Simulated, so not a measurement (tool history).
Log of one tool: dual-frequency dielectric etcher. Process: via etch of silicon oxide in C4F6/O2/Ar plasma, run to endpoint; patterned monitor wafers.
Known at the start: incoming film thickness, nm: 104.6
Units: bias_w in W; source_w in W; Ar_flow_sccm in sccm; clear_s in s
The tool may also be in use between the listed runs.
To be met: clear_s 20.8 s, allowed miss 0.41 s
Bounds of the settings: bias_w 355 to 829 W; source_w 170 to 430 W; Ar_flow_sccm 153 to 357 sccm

run,hour,bias_w,source_w,Ar_flow_sccm,clear_s
1,0,592,300,255,23.977
2,8.2,592,300,225,23.391
3,10.5,592,260,225,25.064
4,11.7,614,260,224,24.888
5,13.4,632,270,223,23.739
6,14.4,647,270,223,23.849
7,18.3,663,270,223,23.464
8,24.4,678,270,223,23.389
9,29.4,691,270,223,23.033
10,33.1,704,270,223,23.068
11,38.8,822,310,215,20.132
12,46.6,817,310,215,20.121
13,55.3,812,310,215,20.307

4 next moves are on the table. One of them brings every result within its allowed miss. Which?
A,64,743,310,184,?
B,64,781,360,258,?
C,64,829,330,216,?
D,64,829,330,214,?

move,clear_s
A,20.71
B,19.59
C,19.55
D,19.536
A: meets every target
B: further off than the last run
C: further off than the last run
D: further off than the last run
Move A is the one to make.

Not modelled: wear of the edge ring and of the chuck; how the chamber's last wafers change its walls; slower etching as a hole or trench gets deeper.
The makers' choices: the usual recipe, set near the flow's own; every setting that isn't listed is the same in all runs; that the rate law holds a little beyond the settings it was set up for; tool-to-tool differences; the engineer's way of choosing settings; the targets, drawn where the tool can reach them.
